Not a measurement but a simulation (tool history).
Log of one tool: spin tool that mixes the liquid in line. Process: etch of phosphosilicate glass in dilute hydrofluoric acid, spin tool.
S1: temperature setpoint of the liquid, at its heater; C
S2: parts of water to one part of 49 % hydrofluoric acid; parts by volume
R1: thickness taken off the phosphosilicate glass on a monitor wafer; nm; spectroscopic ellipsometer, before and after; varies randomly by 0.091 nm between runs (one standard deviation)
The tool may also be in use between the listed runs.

{"run": 1, "hour": 0.0, "S1": 23, "S2": 180, "time under the liquid (s)": 15, "R1": 5.7262}
{"run": 2, "hour": 6.6, "S1": 23, "S2": 230, "time under the liquid (s)": 15, "R1": 4.2237}
{"run": 3, "hour": 11.3, "S1": 25, "S2": 195, "time under the liquid (s)": 15, "R1": 5.541}
{"run": 4, "hour": 14.9, "S1": 22, "S2": 195, "time under the liquid (s)": 15, "R1": 4.886}
{"run": 5, "hour": 23.8, "S1": 22, "S2": 195, "time under the liquid (s)": 15, "R1": 4.9818}
{"run": 6, "hour": 28.1, "S1": 20.5, "S2": 195, "time under the liquid (s)": 15, "R1": 4.6553}
{"run": 7, "hour": 32.6, "S1": 23.5, "S2": 170, "time under the liquid (s)": 15, "R1": 6.1176}
{"run": 8, "hour": 36.2, "S1": 25.5, "S2": 150, "time under the liquid (s)": 15, "R1": 7.7788}
{"run": 9, "hour": 44.7, "S1": 27, "S2": 140, "time under the liquid (s)": 15, "R1": 8.8181}
{"hour": 51.3, "done": "hydrofluoric acid flow meter replaced"}
{"run": 10, "hour": 51.3, "S1": 28, "S2": 130, "time under the liquid (s)": 15, "R1": 9.3345}
{"run": 11, "hour": 55.9, "S1": 29, "S2": 120, "time under the liquid (s)": 15, "R1": 10.561}
{"run": 12, "hour": 63.1, "S1": 29.5, "S2": 115, "time under the liquid (s)": 15, "R1": 11.458}
{"run": 13, "hour": 68.5, "S1": 30, "S2": 115, "time under the liquid (s)": 15, "R1": 11.506}

Estimate the outcome of run 14 from the log above:
{"run": 14, "hour": 76.7, "S1": 31, "S2": 100, "time under the liquid (s)": 15, "R1": "?"}

Run 14 produced R1 14.03 nm.
